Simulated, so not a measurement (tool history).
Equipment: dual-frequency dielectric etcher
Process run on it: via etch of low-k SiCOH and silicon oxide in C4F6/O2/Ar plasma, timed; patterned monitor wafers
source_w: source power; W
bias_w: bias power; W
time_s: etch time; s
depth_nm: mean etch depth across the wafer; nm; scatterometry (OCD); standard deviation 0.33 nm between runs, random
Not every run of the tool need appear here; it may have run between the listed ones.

Run 1, hour 0: source_w 280 W, bias_w 233 W, time_s 30 s. Result: depth_nm 75.766 nm.
Run 2, hour 3.9: source_w 280 W, bias_w 217 W, time_s 30 s. Result: depth_nm 73.812 nm.
Run 3, hour 6: source_w 260 W, bias_w 212 W, time_s 30 s. Result: depth_nm 71.004 nm.
Run 4, hour 13.1: source_w 290 W, bias_w 212 W, time_s 30 s. Result: depth_nm 75.044 nm.
Run 5, hour 16.1: source_w 240 W, bias_w 212 W, time_s 30 s. Result: depth_nm 68.653 nm.
Run 6, hour 23.1: source_w 290 W, bias_w 212 W, time_s 30 s. Result: depth_nm 73.657 nm.
Run 7, hour 25.7: source_w 270 W, bias_w 208 W, time_s 30 s. Result: depth_nm 71.81 nm.
Run 8, hour 33.3: source_w 250 W, bias_w 205 W, time_s 30 s. Result: depth_nm 69.794 nm.
Run 9, hour 36.2: source_w 230 W, bias_w 202 W, time_s 30 s. Result: depth_nm 66.991 nm.

Run 10 has not been measured yet. What should we expect?
Run 10, hour 40.9: source_w 220 W, bias_w 201 W, time_s 30 s. Result: depth_nm ?.

For run 10 the tool returned depth_nm 65.282 nm.
